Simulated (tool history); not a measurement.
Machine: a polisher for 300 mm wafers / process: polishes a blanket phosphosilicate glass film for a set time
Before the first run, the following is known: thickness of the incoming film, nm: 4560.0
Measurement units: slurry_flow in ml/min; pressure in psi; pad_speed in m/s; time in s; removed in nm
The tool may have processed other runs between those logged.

{"run": 1, "hour": 0.0, "slurry_flow": 290, "pressure": 3.7, "pad_speed": 0.88, "slurry_solids": 1.0, "time": 48, "removed": 418.45}
{"run": 2, "hour": 5.9, "slurry_flow": 290, "pressure": 3.1, "pad_speed": 0.88, "slurry_solids": 1.0, "time": 48, "removed": 355.41}
{"run": 3, "hour": 13.9, "slurry_flow": 290, "pressure": 3.1, "pad_speed": 0.88, "slurry_solids": 1.0, "time": 48, "removed": 358.29}
{"run": 4, "hour": 21.1, "slurry_flow": 290, "pressure": 2.2, "pad_speed": 0.88, "slurry_solids": 1.0, "time": 48, "removed": 260.99}
{"run": 5, "hour": 22.5, "slurry_flow": 290, "pressure": 2.2, "pad_speed": 0.88, "slurry_solids": 1.15, "time": 48, "removed": 281.58}
{"run": 6, "hour": 28.7, "slurry_flow": 290, "pressure": 2.6, "pad_speed": 0.88, "slurry_solids": 1.15, "time": 48, "removed": 327.03}
{"run": 7, "hour": 29.7, "slurry_flow": 290, "pressure": 2.9, "pad_speed": 0.88, "slurry_solids": 1.15, "time": 48, "removed": 354.22}

For run 8, what comes out?
{"run": 8, "hour": 38.0, "slurry_flow": 290, "pressure": 3.2, "pad_speed": 0.88, "slurry_solids": 1.15, "time": 48, "removed": "?"}

removed: 391.33 nm
